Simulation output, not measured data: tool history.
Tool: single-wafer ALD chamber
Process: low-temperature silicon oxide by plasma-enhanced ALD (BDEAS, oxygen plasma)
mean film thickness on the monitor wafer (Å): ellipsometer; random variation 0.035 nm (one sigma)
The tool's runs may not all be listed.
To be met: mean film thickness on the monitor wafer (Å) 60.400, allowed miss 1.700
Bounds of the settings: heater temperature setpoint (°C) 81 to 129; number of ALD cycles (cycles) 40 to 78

run,hour,heater temperature setpoint (°C),number of ALD cycles (cycles),mean film thickness on the monitor wafer (Å)
1,0.0,105,59,73.119
2,3.5,106,56,68.646
3,7.1,107,54,66.498
4,11.2,107,60,73.233
5,14.9,107,64,79.067
6,16.4,107,70,85.915
7,18.7,109,63,77.369
8,20.6,109,58,71.217
9,23.1,109,55,67.546
10,24.5,109,53,65.511
11,31.9,109,51,62.404
12,35.0,109,51,62.607

Which of these 5 next moves meets every target?
A,38.1,120,46,?
B,38.1,120,54,?
C,38.1,112,54,?
D,38.1,112,53,?
E,38.1,114,50,?

move,mean film thickness on the monitor wafer (Å)
A,55.347
B,64.972
C,65.943
D,64.722
E,60.834
A: takes the result that was furthest off past its target
B: further off than the last run
C: further off than the last run
D: further off than the last run
E: meets every target
Answer: E

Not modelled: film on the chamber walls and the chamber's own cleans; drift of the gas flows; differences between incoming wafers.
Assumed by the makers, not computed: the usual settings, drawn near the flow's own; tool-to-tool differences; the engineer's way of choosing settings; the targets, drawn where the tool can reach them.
